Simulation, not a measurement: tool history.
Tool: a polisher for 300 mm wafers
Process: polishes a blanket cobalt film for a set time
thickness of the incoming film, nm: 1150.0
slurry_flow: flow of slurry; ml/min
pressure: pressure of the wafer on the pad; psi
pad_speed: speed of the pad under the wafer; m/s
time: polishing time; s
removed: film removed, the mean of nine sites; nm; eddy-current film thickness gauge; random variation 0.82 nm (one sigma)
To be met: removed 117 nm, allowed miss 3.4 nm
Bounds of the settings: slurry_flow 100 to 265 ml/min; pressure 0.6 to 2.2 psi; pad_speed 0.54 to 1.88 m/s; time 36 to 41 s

Run 1, hour 0: slurry_flow 170 ml/min, pressure 1.4 psi, pad_speed 1.2 m/s, time 41 s. Result: removed 150.84 nm.
Run 2, hour 5.2: slurry_flow 170 ml/min, pressure 1.4 psi, pad_speed 1.36 m/s, time 41 s. Result: removed 169.13 nm.
Run 3, hour 7.9: slurry_flow 170 ml/min, pressure 1.4 psi, pad_speed 1.08 m/s, time 41 s. Result: removed 136.42 nm.
Run 4, hour 13.8: slurry_flow 165 ml/min, pressure 1.4 psi, pad_speed 1.08 m/s, time 41 s. Result: removed 134.27 nm.
Run 5, hour 19.2: slurry_flow 205 ml/min, pressure 1.4 psi, pad_speed 1.08 m/s, time 41 s. Result: removed 141.15 nm.
Run 6, hour 21.8: slurry_flow 240 ml/min, pressure 1.4 psi, pad_speed 1.08 m/s, time 41 s. Result: removed 145.03 nm.
Run 7, hour 27.6: slurry_flow 230 ml/min, pressure 1.3 psi, pad_speed 1.08 m/s, time 41 s. Result: removed 137.03 nm.
Run 8, hour 33.4: slurry_flow 215 ml/min, pressure 1.3 psi, pad_speed 1.08 m/s, time 41 s. Result: removed 134 nm.
Run 9, hour 42.3: slurry_flow 205 ml/min, pressure 1.3 psi, pad_speed 1.08 m/s, time 41 s. Result: removed 134.22 nm.
Run 10, hour 44.8: slurry_flow 195 ml/min, pressure 1.3 psi, pad_speed 1.08 m/s, time 41 s. Result: removed 134.44 nm.
Run 11, hour 48.1: slurry_flow 190 ml/min, pressure 1.2 psi, pad_speed 1.08 m/s, time 41 s. Result: removed 123.65 nm.
At hour 50.7: slurry nozzle cleaned.
Run 12, hour 50.7: slurry_flow 185 ml/min, pressure 1.2 psi, pad_speed 1.08 m/s, time 41 s. Result: removed 135.62 nm.
Run 13, hour 53.6: slurry_flow 185 ml/min, pressure 1.2 psi, pad_speed 1.04 m/s, time 41 s. Result: removed 129.94 nm.

Which of these 4 next moves meets every target?
Run A, hour 56.5: slurry_flow 180 ml/min, pressure 1.2 psi, pad_speed 1 m/s, time 41 s. Result: removed ?.
Run B, hour 56.5: slurry_flow 210 ml/min, pressure 1.8 psi, pad_speed 0.8 m/s, time 38 s. Result: removed ?.
Run C, hour 56.5: slurry_flow 155 ml/min, pressure 1.3 psi, pad_speed 0.9 m/s, time 41 s. Result: removed ?.
Run D, hour 56.5: slurry_flow 170 ml/min, pressure 1 psi, pad_speed 1.16 m/s, time 40 s. Result: removed ?.

move  removed
   A    124.4
   B    128.7
   C      116
   D   122.48
A: nearer than the last run, and not there yet
B: nearer than the last run, and not there yet
C: meets every target
D: nearer than the last run, and not there yet
Answer: C

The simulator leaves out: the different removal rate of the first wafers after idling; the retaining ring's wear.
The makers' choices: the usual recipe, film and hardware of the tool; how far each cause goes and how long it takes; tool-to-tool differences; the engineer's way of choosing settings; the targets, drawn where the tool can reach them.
